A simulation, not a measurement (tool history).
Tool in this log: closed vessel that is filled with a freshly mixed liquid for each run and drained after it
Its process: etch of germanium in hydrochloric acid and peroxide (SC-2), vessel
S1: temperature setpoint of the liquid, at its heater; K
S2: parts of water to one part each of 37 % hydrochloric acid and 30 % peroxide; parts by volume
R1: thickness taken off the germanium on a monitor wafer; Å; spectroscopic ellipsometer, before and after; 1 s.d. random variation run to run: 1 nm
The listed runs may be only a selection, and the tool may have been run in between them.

run 1 hour=0.0 | S1=322.15 S2=5.5 time_in_the_liquid_(s)=100 | R1=2790.9
run 2 hour=0.9 | S1=322.15 S2=5.5 time_in_the_liquid_(s)=110 | R1=3066.8
run 3 hour=4.8 | S1=325.65 S2=5.5 time_in_the_liquid_(s)=110 | R1=3466.0
run 4 hour=8.5 | S1=323.65 S2=5.5 time_in_the_liquid_(s)=110 | R1=3209.0
run 5 hour=12.7 | S1=328.15 S2=5.5 time_in_the_liquid_(s)=110 | R1=3723.4
run 6 hour=15.7 | S1=326.15 S2=5.5 time_in_the_liquid_(s)=110 | R1=3487.2
run 7 hour=17.0 | S1=324.15 S2=5.5 time_in_the_liquid_(s)=110 | R1=3292.2
run 8 hour=19.7 | S1=322.65 S2=5.5 time_in_the_liquid_(s)=110 | R1=3122.4
run 9 hour=25.4 | S1=314.65 S2=5.5 time_in_the_liquid_(s)=110 | R1=2406.7
run 10 hour=33.8 | S1=314.65 S2=5.5 time_in_the_liquid_(s)=110 | R1=2420.3
run 11 hour=35.8 | S1=314.15 S2=5.5 time_in_the_liquid_(s)=110 | R1=2386.8
run 12 hour=39.8 | S1=313.65 S2=5.5 time_in_the_liquid_(s)=110 | R1=2338.6
run 13 hour=45.3 | S1=313.15 S2=5.5 time_in_the_liquid_(s)=110 | R1=2292.2

Run 14 comes next. What will it give?
run 14 hour=47.8 | S1=312.65 S2=5.5 time_in_the_liquid_(s)=110 | R1=?

Logged for run 14: R1 2238.9 Å.

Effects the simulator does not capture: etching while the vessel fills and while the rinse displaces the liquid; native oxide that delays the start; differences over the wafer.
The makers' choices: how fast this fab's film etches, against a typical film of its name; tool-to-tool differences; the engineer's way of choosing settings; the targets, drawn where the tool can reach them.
